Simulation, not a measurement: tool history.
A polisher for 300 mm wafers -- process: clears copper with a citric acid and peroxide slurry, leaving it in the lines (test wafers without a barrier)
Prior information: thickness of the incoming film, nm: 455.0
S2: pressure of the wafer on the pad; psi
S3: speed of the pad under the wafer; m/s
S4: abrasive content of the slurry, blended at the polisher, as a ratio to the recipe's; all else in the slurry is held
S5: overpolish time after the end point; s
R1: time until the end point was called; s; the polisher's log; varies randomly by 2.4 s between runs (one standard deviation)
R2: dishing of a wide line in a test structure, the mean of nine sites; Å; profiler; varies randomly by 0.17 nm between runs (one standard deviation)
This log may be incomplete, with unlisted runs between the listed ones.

{"run": 1, "day": 0.0, "flow of slurry (ml/min)": 285, "S2": 3.7, "S3": 1, "S4": 1, "S5": 10, "R1": 180.4, "R2": 177.43}
{"run": 2, "day": 0.179, "flow of slurry (ml/min)": 285, "S2": 3.7, "S3": 1, "S4": 0.8, "S5": 10, "R1": 189.02, "R2": 169.82}
{"run": 3, "day": 0.221, "flow of slurry (ml/min)": 285, "S2": 2.9, "S3": 1, "S4": 0.8, "S5": 10, "R1": 236.9, "R2": 137.86}
{"run": 4, "day": 0.529, "flow of slurry (ml/min)": 250, "S2": 2.9, "S3": 1, "S4": 0.8, "S5": 10, "R1": 239.49, "R2": 137.52}
{"run": 5, "day": 0.892, "flow of slurry (ml/min)": 250, "S2": 2.8, "S3": 1, "S4": 0.8, "S5": 11, "R1": 250.64, "R2": 142.8}
{"run": 6, "day": 1.267, "flow of slurry (ml/min)": 245, "S2": 2.8, "S3": 1, "S4": 0.8, "S5": 11, "R1": 252.31, "R2": 142.64}

What will run 7 give?
{"run": 7, "day": 1.458, "flow of slurry (ml/min)": 240, "S2": 2.8, "S3": 1, "S4": 0.8, "S5": 11, "R1": "?", "R2": "?"}

{"run 7": {"R1": 249.09, "R2": 143.22}}
